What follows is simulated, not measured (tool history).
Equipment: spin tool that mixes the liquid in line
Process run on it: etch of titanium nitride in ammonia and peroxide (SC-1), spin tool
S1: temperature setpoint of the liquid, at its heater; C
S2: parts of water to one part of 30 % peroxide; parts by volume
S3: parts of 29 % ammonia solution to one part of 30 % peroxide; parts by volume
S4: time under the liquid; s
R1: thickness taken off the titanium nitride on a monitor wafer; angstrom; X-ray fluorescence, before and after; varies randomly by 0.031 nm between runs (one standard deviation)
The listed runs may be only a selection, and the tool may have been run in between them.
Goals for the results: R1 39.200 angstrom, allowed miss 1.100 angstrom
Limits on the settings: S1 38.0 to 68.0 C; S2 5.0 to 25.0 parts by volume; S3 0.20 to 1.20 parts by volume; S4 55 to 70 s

{"run": 1, "hour": 0.0, "S1": 52.0, "S2": 14.0, "S3": 0.75, "S4": 70, "R1": 23.062}
{"run": 2, "hour": 4.9, "S1": 52.0, "S2": 14.0, "S3": 0.65, "S4": 70, "R1": 22.839}
{"run": 3, "hour": 13.9, "S1": 56.0, "S2": 14.0, "S3": 0.65, "S4": 70, "R1": 29.773}
{"run": 4, "hour": 19.4, "S1": 57.0, "S2": 14.0, "S3": 0.65, "S4": 70, "R1": 31.523}
{"run": 5, "hour": 24.1, "S1": 58.0, "S2": 14.0, "S3": 0.65, "S4": 70, "R1": 33.858}
{"run": 6, "hour": 29.3, "S1": 58.5, "S2": 14.0, "S3": 0.65, "S4": 70, "R1": 35.595}
{"run": 7, "hour": 37.2, "S1": 59.0, "S2": 14.0, "S3": 0.65, "S4": 70, "R1": 36.042}
{"run": 8, "hour": 44.3, "S1": 59.5, "S2": 14.0, "S3": 0.65, "S4": 70, "R1": 38.002}

Pick the move, out of 4, that brings all results within their allowed miss; only one does.
{"run": "A", "hour": 51.4, "S1": 59.0, "S2": 12.0, "S3": 0.65, "S4": 70, "R1": "?"}
{"run": "B", "hour": 51.4, "S1": 60.5, "S2": 16.0, "S3": 0.6, "S4": 70, "R1": "?"}
{"run": "C", "hour": 51.4, "S1": 61.5, "S2": 7.5, "S3": 0.35, "S4": 55, "R1": "?"}
{"run": "D", "hour": 51.4, "S1": 64.5, "S2": 18.0, "S3": 0.4, "S4": 70, "R1": "?"}

move=A R1=39.720
move=B R1=37.071
move=C R1=42.189
move=D R1=41.856
A: meets every target
B: the biggest miss grows against the last run
C: takes the result that was furthest off past its target
D: takes the result that was furthest off past its target
The move that meets every target is A.
